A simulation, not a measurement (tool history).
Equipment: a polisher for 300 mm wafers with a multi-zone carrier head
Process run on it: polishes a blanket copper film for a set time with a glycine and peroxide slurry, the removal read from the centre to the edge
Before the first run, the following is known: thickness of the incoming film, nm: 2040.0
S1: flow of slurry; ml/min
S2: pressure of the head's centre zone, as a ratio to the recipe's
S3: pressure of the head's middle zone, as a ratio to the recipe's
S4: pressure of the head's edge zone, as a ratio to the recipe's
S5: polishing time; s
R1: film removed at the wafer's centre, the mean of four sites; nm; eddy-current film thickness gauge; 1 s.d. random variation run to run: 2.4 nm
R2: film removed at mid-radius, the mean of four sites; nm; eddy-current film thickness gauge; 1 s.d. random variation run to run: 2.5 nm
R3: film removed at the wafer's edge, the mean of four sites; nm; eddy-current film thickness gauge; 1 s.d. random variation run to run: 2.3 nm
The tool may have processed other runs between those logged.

Run 1, hour 0: S1 305 ml/min, S2 1, S3 1, S4 1, S5 73 s. Result: R1 333.57 nm, R2 335.36 nm, R3 338.11 nm.
Run 2, hour 6: S1 305 ml/min, S2 0.93, S3 1, S4 1, S5 73 s. Result: R1 306.13 nm, R2 332.74 nm, R3 334.9 nm.
Run 3, hour 13.1: S1 305 ml/min, S2 0.93, S3 1.08, S4 1, S5 73 s. Result: R1 310.78 nm, R2 361.92 nm, R3 334.81 nm.
Run 4, hour 18.2: S1 310 ml/min, S2 0.95, S3 1.05, S4 0.97, S5 69 s. Result: R1 297.28 nm, R2 330.64 nm, R3 312.63 nm.
Run 5, hour 25.8: S1 310 ml/min, S2 0.97, S3 1.03, S4 0.94, S5 67 s. Result: R1 296.35 nm, R2 321.58 nm, R3 301.3 nm.
Run 6, hour 28: S1 310 ml/min, S2 0.97, S3 1.07, S4 0.94, S5 67 s. Result: R1 298.96 nm, R2 330.11 nm, R3 303.82 nm.
Run 7, hour 35: S1 310 ml/min, S2 0.98, S3 1.04, S4 0.92, S5 65 s. Result: R1 287.19 nm, R2 314.56 nm, R3 292.44 nm.
Run 8, hour 41.4: S1 310 ml/min, S2 1, S3 1.02, S4 0.91, S5 63 s. Result: R1 287.91 nm, R2 302.11 nm, R3 273.02 nm.
Run 9, hour 42.2: S1 270 ml/min, S2 0.97, S3 0.92, S4 0.92, S5 61 s. Result: R1 265.95 nm, R2 257.51 nm, R3 267 nm.
Run 10, hour 49.3: S1 270 ml/min, S2 0.98, S3 0.92, S4 0.9, S5 61 s. Result: R1 267.25 nm, R2 262.51 nm, R3 264.2 nm.
Run 11, hour 52.3: S1 270 ml/min, S2 0.99, S3 0.91, S4 0.89, S5 61 s. Result: R1 265.78 nm, R2 255.65 nm, R3 261.48 nm.
Run 12, hour 56.2: S1 270 ml/min, S2 1, S3 0.91, S4 0.88, S5 61 s. Result: R1 270.92 nm, R2 255.07 nm, R3 262.26 nm.

What does the tool deliver on the next run?
Run 13, hour 57.1: S1 270 ml/min, S2 1, S3 0.91, S4 0.87, S5 61 s. Result: R1 ?, R2 ?, R3 ?.

Run 13 produced R1 276.15 nm, R2 255.74 nm, R3 260.37 nm.
